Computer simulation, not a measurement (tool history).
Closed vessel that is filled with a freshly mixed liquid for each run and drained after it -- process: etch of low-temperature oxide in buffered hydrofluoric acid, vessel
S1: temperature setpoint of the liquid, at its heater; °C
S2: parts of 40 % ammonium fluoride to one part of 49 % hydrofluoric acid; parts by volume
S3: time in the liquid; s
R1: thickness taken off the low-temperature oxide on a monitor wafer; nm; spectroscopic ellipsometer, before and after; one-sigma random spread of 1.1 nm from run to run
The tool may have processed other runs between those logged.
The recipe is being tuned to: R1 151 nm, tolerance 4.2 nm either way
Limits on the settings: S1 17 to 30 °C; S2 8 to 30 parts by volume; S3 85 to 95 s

run 1 day=0 | S1=22 S2=21.5 S3=85 | R1=115.18
run 2 day=0.267 | S1=20.5 S2=21.5 S3=85 | R1=107.37
run 3 day=0.342 | S1=18.5 S2=21.5 S3=85 | R1=94.187
run 4 day=0.4 | S1=19.5 S2=21.5 S3=85 | R1=101.05
run 5 day=0.633 | S1=20.5 S2=21.5 S3=85 | R1=106.27
run 6 day=0.838 | S1=21.5 S2=21.5 S3=85 | R1=110.67
run 7 day=0.917 | S1=22.5 S2=21.5 S3=85 | R1=119.19
run 8 day=1.288 | S1=23 S2=21.5 S3=85 | R1=121.72
run 9 day=1.417 | S1=23.5 S2=21.5 S3=85 | R1=124.89
run 10 day=1.708 | S1=24 S2=21.5 S3=85 | R1=128.46
run 11 day=2.033 | S1=24.5 S2=21.5 S3=85 | R1=132.17
run 12 day=2.104 | S1=25 S2=21.5 S3=85 | R1=134
run 13 day=2.15 | S1=25.5 S2=21.5 S3=85 | R1=139.32
run 14 day=2.25 | S1=25.5 S2=21.5 S3=85 | R1=139.42

Of the 5 settings listed for the next run, only one would bring every result within its allowed miss of target. Which one?
run A day=2.35 | S1=26.5 S2=23 S3=85 | R1=?
run B day=2.35 | S1=26.5 S2=20.5 S3=85 | R1=?
run C day=2.35 | S1=21.5 S2=20 S3=90 | R1=?
run D day=2.35 | S1=25.5 S2=24.5 S3=90 | R1=?
run E day=2.35 | S1=25.5 S2=23.5 S3=85 | R1=?

move=A R1=142.51
move=B R1=154.22
move=C R1=126.31
move=D R1=136.86
move=E R1=133.01
A: nearer than the last run, and not there yet
B: every result lands within tolerance
C: moves away from the targets compared with the last run
D: moves away from the targets compared with the last run
E: moves away from the targets compared with the last run
So the answer is move B, the one that meets all the targets.

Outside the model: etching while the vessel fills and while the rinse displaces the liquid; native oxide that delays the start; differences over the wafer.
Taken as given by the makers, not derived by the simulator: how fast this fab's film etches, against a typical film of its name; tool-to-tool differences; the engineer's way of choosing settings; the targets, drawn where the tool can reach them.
